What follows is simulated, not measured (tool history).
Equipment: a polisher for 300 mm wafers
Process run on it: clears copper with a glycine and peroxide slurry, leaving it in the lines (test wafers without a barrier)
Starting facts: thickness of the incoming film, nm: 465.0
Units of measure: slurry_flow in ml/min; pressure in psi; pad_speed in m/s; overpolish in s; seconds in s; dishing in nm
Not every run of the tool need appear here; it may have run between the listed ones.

run  hour  slurry_flow  pressure  pad_speed  overpolish  seconds  dishing
  1   0.0          275       1.9       1.06          26  112.610   68.656
  2   2.3          240       1.9       1.06          26  117.560   66.601
  3   9.2          250       2.1       1.08          24  107.340   66.349
  4  13.3          250       2.1       0.88          24  124.820   59.857
  5  16.9          250       2.1       0.88          30  124.810   68.128
  6  23.5          260       2.3       0.92          28  109.470   73.218
  7  27.6          270       2.5       0.94          26  100.920   73.295
  8  30.8          275       2.6       0.96          24   98.946   73.038
  9  37.0          275       2.7       1.02          22   89.615   73.460
 10  37.5          275       2.8       1.04          21   86.401   71.587

Run 11 has not been measured yet. What should we expect?
 11  41.2          280       2.8       1.06          21        ?        ?

Run 11 came out at seconds 83.357 s, dishing 74.759 nm.
